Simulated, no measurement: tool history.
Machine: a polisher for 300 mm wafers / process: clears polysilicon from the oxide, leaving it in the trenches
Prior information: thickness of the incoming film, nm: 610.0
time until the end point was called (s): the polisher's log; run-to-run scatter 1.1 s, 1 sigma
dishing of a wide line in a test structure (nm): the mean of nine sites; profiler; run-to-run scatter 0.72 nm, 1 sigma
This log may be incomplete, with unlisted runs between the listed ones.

| run | hour | flow of slurry (ml/min) | pressure of the wafer on the pad (psi) | speed of the pad under the wafer (m/s) | overpolish time after the end point (s) | time until the end point was called (s) | dishing of a wide line in a test structure (nm) |
|---|---|---|---|---|---|---|---|
| 1 | 0.0 | 210 | 1.9 | 0.88 | 22 | 85.741 | 49.535 |
| 2 | 7.2 | 210 | 1.5 | 0.88 | 22 | 101.600 | 47.835 |
| 3 | 14.5 | 210 | 1.5 | 0.88 | 31 | 98.214 | 50.340 |
| 4 | 17.5 | 210 | 1.5 | 0.88 | 39 | 100.340 | 51.781 |
| 5 | 24.3 | 210 | 1.7 | 0.90 | 36 | 89.023 | 50.696 |
| 6 | 27.8 | 210 | 1.7 | 0.76 | 36 | 103.920 | 50.542 |

Run 7 is up next; what results do you expect?
| 7 | 30.4 | 210 | 2.3 | 0.84 | 29 | ? | ? |

{"run 7": {"time until the end point was called (s)": 76.514, "dishing of a wide line in a test structure (nm)": 50.919}}
